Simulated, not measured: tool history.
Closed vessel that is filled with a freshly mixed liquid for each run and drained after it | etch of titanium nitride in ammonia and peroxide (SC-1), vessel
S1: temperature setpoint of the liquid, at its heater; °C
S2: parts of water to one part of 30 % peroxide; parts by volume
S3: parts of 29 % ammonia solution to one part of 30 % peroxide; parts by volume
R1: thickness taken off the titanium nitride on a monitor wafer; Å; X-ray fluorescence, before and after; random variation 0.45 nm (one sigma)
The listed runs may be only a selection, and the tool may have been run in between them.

Run 1, hour 0: S1 63 °C, S2 12.5 parts by volume, S3 0.8 parts by volume, time in the liquid (s) 495. Result: R1 879.61 Å.
Run 2, hour 2.9: S1 63 °C, S2 12.5 parts by volume, S3 0.8 parts by volume, time in the liquid (s) 530. Result: R1 950.92 Å.
Run 3, hour 8.1: S1 62 °C, S2 12.5 parts by volume, S3 0.8 parts by volume, time in the liquid (s) 530. Result: R1 884.12 Å.
Run 4, hour 10.1: S1 62 °C, S2 12.5 parts by volume, S3 0.8 parts by volume, time in the liquid (s) 530. Result: R1 884.51 Å.
Run 5, hour 14.1: S1 62 °C, S2 11 parts by volume, S3 0.8 parts by volume, time in the liquid (s) 530. Result: R1 952.22 Å.
Run 6, hour 19.8: S1 62 °C, S2 11 parts by volume, S3 0.8 parts by volume, time in the liquid (s) 530. Result: R1 951.48 Å.
Run 7, hour 26.8: S1 61 °C, S2 11 parts by volume, S3 0.8 parts by volume, time in the liquid (s) 530. Result: R1 891.42 Å.
Run 8, hour 33.7: S1 60.5 °C, S2 11 parts by volume, S3 0.8 parts by volume, time in the liquid (s) 530. Result: R1 857.88 Å.

Run 9 comes next. What will it give?
Run 9, hour 40.6: S1 60 °C, S2 11 parts by volume, S3 0.8 parts by volume, time in the liquid (s) 530. Result: R1 ?.

For run 9 the tool returned R1 828.91 Å.

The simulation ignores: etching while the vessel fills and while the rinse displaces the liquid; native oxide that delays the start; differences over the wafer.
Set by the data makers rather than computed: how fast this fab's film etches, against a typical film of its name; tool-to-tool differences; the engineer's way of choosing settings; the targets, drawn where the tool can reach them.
